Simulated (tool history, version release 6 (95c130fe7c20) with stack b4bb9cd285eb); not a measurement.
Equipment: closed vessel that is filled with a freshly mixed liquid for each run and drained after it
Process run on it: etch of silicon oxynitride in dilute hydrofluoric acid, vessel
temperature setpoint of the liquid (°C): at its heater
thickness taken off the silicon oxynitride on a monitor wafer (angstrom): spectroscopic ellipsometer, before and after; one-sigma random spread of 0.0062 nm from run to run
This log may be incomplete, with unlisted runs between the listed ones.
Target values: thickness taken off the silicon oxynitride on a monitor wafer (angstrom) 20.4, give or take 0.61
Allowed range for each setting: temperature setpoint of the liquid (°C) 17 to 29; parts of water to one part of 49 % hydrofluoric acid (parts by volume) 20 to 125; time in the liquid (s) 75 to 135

run,hour,temperature setpoint of the liquid (°C),parts of water to one part of 49 % hydrofluoric acid (parts by volume),time in the liquid (s),thickness taken off the silicon oxynitride on a monitor wafer (angstrom)
1,0,21,70,135,24.396
2,7.1,21,70,75,13.452
3,16,21,55,75,17.456
4,20.5,21.5,55,75,17.81
5,26.8,21.5,45,75,21.873
6,29.3,21.5,45,135,39.416
7,31.9,21,45,135,38.41
8,34.9,17,75,130,17.887
9,43.9,17,70,130,19.219

4 candidate next runs follow, results not yet known. Just one meets every target within its allowed miss. Identify it.
A,52.9,17.5,75,125,?
B,52.9,17,60,125,?
C,52.9,17,65,130,?
D,52.9,17,75,135,?

move,thickness taken off the silicon oxynitride on a monitor wafer (angstrom)
A,17.631
B,21.696
C,20.762
D,18.565
A: its largest miss is bigger than the last run's
B: pushes the last run's worst result past its target
C: every result lands within tolerance
D: its largest miss is bigger than the last run's
So the answer is move C, the one that meets all the targets.
